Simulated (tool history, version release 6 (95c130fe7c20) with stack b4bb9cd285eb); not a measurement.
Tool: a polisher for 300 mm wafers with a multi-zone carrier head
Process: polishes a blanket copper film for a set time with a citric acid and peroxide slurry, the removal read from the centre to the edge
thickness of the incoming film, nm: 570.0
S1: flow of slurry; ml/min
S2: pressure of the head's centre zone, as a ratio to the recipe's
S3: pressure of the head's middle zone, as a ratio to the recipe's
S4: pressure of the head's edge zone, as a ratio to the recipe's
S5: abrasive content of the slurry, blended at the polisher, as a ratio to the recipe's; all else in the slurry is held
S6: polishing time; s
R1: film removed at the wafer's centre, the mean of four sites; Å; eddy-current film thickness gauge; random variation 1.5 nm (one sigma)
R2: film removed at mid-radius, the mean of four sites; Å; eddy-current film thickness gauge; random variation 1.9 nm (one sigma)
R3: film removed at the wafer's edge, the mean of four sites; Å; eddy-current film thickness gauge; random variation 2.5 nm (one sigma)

Run 1, hour 0: S1 220 ml/min, S2 1, S3 1, S4 1, S5 1, S6 77 s. Result: R1 1615.5 Å, R2 1661.9 Å, R3 1706.4 Å.
Run 2, hour 6.4: S1 220 ml/min, S2 0.94, S3 1, S4 1, S5 1, S6 77 s. Result: R1 1546.5 Å, R2 1708.4 Å, R3 1709.8 Å.
Run 3, hour 15.1: S1 225 ml/min, S2 0.95, S3 1.01, S4 1.01, S5 1.05, S6 77 s. Result: R1 1601.9 Å, R2 1721.3 Å, R3 1711.1 Å.
Run 4, hour 17.2: S1 225 ml/min, S2 1.02, S3 1.01, S4 1.01, S5 1.05, S6 77 s. Result: R1 1647.4 Å, R2 1719.4 Å, R3 1711.3 Å.
Run 5, hour 22.7: S1 225 ml/min, S2 1.02, S3 1.01, S4 1.06, S5 1.05, S6 77 s. Result: R1 1658.2 Å, R2 1718.5 Å, R3 1745.4 Å.
Run 6, hour 30.3: S1 225 ml/min, S2 1.02, S3 1.01, S4 1.06, S5 1.2, S6 77 s. Result: R1 1725.7 Å, R2 1769.8 Å, R3 1779.4 Å.
Run 7, hour 32.6: S1 225 ml/min, S2 1.02, S3 1.01, S4 1.07, S5 1.2, S6 77 s. Result: R1 1685.7 Å, R2 1775.2 Å, R3 1850.1 Å.

The next listed run, before its measurement:
Run 8, hour 40.2: S1 230 ml/min, S2 1.03, S3 1.01, S4 1.08, S5 1.2, S6 77 s. Result: R1 ?, R2 ?, R3 ?.

Run 8 gave R1 1744.7 Å, R2 1784.8 Å, R3 1827.1 Å.
